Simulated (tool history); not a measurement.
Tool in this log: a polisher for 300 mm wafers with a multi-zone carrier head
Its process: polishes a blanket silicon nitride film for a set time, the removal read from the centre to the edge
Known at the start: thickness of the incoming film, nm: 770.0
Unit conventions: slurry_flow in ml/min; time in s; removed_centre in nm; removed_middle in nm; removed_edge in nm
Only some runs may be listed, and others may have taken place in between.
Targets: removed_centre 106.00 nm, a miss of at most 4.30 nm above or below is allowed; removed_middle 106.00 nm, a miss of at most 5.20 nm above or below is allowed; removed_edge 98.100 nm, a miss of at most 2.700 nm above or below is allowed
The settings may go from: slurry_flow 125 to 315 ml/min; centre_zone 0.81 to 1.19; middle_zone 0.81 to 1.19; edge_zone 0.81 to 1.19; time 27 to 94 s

{"run": 1, "hour": 0.0, "slurry_flow": 205, "centre_zone": 1.0, "middle_zone": 1.0, "edge_zone": 1.0, "time": 60, "removed_centre": 144.29, "removed_middle": 145.15, "removed_edge": 142.98}
{"run": 2, "hour": 5.6, "slurry_flow": 205, "centre_zone": 1.04, "middle_zone": 1.0, "edge_zone": 1.0, "time": 60, "removed_centre": 144.05, "removed_middle": 143.69, "removed_edge": 141.92}
{"run": 3, "hour": 7.0, "slurry_flow": 195, "centre_zone": 1.04, "middle_zone": 1.0, "edge_zone": 0.96, "time": 55, "removed_centre": 135.04, "removed_middle": 126.27, "removed_edge": 127.93}
{"run": 4, "hour": 7.6, "slurry_flow": 220, "centre_zone": 1.04, "middle_zone": 1.0, "edge_zone": 0.96, "time": 55, "removed_centre": 139.88, "removed_middle": 134.91, "removed_edge": 127.2}
{"run": 5, "hour": 11.8, "slurry_flow": 215, "centre_zone": 1.01, "middle_zone": 1.01, "edge_zone": 0.94, "time": 51, "removed_centre": 121.84, "removed_middle": 123.11, "removed_edge": 119.23}
{"run": 6, "hour": 17.8, "slurry_flow": 215, "centre_zone": 0.93, "middle_zone": 1.01, "edge_zone": 0.94, "time": 51, "removed_centre": 115.02, "removed_middle": 124.3, "removed_edge": 119.28}
{"run": 7, "hour": 22.5, "slurry_flow": 215, "centre_zone": 0.93, "middle_zone": 1.01, "edge_zone": 0.94, "time": 51, "removed_centre": 114.83, "removed_middle": 123.62, "removed_edge": 118.76}
{"run": 8, "hour": 28.5, "slurry_flow": 220, "centre_zone": 0.95, "middle_zone": 1.01, "edge_zone": 0.91, "time": 49, "removed_centre": 114.92, "removed_middle": 119.31, "removed_edge": 112.35}
{"run": 9, "hour": 35.1, "slurry_flow": 215, "centre_zone": 0.95, "middle_zone": 1.01, "edge_zone": 0.88, "time": 48, "removed_centre": 109.87, "removed_middle": 116.08, "removed_edge": 107.77}

Exactly one of the 5 candidate moves below puts every result within its allowed miss. Which one?
{"run": "A", "hour": 41.7, "slurry_flow": 205, "centre_zone": 0.93, "middle_zone": 1.07, "edge_zone": 0.81, "time": 53, "removed_centre": "?", "removed_middle": "?", "removed_edge": "?"}
{"run": "B", "hour": 41.7, "slurry_flow": 205, "centre_zone": 0.85, "middle_zone": 1.08, "edge_zone": 0.9, "time": 52, "removed_centre": "?", "removed_middle": "?", "removed_edge": "?"}
{"run": "C", "hour": 41.7, "slurry_flow": 230, "centre_zone": 0.88, "middle_zone": 1.11, "edge_zone": 0.97, "time": 51, "removed_centre": "?", "removed_middle": "?", "removed_edge": "?"}
{"run": "D", "hour": 41.7, "slurry_flow": 275, "centre_zone": 0.96, "middle_zone": 0.96, "edge_zone": 0.83, "time": 43, "removed_centre": "?", "removed_middle": "?", "removed_edge": "?"}
{"run": "E", "hour": 41.7, "slurry_flow": 195, "centre_zone": 0.86, "middle_zone": 1.04, "edge_zone": 1.03, "time": 52, "removed_centre": "?", "removed_middle": "?", "removed_edge": "?"}

move=A removed_centre=120.03 removed_middle=131.62 removed_edge=115.420
move=B removed_centre=108.60 removed_middle=130.20 removed_edge=118.660
move=C removed_centre=112.74 removed_middle=133.67 removed_edge=122.420
move=D removed_centre=106.21 removed_middle=102.62 removed_edge=98.462
move=E removed_centre=108.39 removed_middle=124.70 removed_edge=125.550
A: misses by more than the last run did
B: misses by more than the last run did
C: misses by more than the last run did
D: each result inside its tolerance
E: misses by more than the last run did
D meets every target.
